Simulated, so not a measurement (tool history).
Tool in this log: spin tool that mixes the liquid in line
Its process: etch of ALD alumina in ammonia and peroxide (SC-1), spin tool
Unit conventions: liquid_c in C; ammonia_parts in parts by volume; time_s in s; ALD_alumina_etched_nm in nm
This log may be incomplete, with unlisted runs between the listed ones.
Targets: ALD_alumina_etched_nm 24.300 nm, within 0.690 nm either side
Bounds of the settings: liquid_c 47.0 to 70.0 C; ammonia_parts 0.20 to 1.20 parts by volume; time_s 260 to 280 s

Run 1, hour 0.0: liquid_c 63.0 C, ammonia_parts 0.80 parts by volume, time_s 260 s. Result: ALD_alumina_etched_nm 44.479 nm.
Run 2, hour 2.1: liquid_c 60.0 C, ammonia_parts 0.80 parts by volume, time_s 260 s. Result: ALD_alumina_etched_nm 38.156 nm.
Run 3, hour 2.8: liquid_c 60.0 C, ammonia_parts 0.80 parts by volume, time_s 260 s. Result: ALD_alumina_etched_nm 38.163 nm.
Run 4, hour 11.7: liquid_c 60.0 C, ammonia_parts 0.80 parts by volume, time_s 280 s. Result: ALD_alumina_etched_nm 41.181 nm.
Run 5, hour 17.2: liquid_c 60.0 C, ammonia_parts 0.65 parts by volume, time_s 280 s. Result: ALD_alumina_etched_nm 40.221 nm.
Run 6, hour 23.4: liquid_c 60.0 C, ammonia_parts 0.85 parts by volume, time_s 280 s. Result: ALD_alumina_etched_nm 41.230 nm.
Run 7, hour 31.9: liquid_c 57.5 C, ammonia_parts 0.85 parts by volume, time_s 280 s. Result: ALD_alumina_etched_nm 36.362 nm.
Run 8, hour 40.1: liquid_c 55.5 C, ammonia_parts 0.85 parts by volume, time_s 280 s. Result: ALD_alumina_etched_nm 32.589 nm.
Run 9, hour 44.0: liquid_c 54.0 C, ammonia_parts 0.85 parts by volume, time_s 280 s. Result: ALD_alumina_etched_nm 30.162 nm.

4 candidate next runs follow, results not yet known. Just one meets every target within its allowed miss. Identify it.
Run A, hour 47.9: liquid_c 51.0 C, ammonia_parts 1.10 parts by volume, time_s 260 s. Result: ALD_alumina_etched_nm ?.
Run B, hour 47.9: liquid_c 48.0 C, ammonia_parts 0.80 parts by volume, time_s 275 s. Result: ALD_alumina_etched_nm ?.
Run C, hour 47.9: liquid_c 50.0 C, ammonia_parts 1.05 parts by volume, time_s 260 s. Result: ALD_alumina_etched_nm ?.
Run D, hour 47.9: liquid_c 50.0 C, ammonia_parts 0.75 parts by volume, time_s 260 s. Result: ALD_alumina_etched_nm ?.

move  ALD_alumina_etched_nm
   A                 24.371
   B                 21.195
   C                 22.970
   D                 22.248
A: each result inside its tolerance
B: carries the result that was furthest off beyond its target, to the other side
C: carries the result that was furthest off beyond its target, to the other side
D: carries the result that was furthest off beyond its target, to the other side
The right move is A.
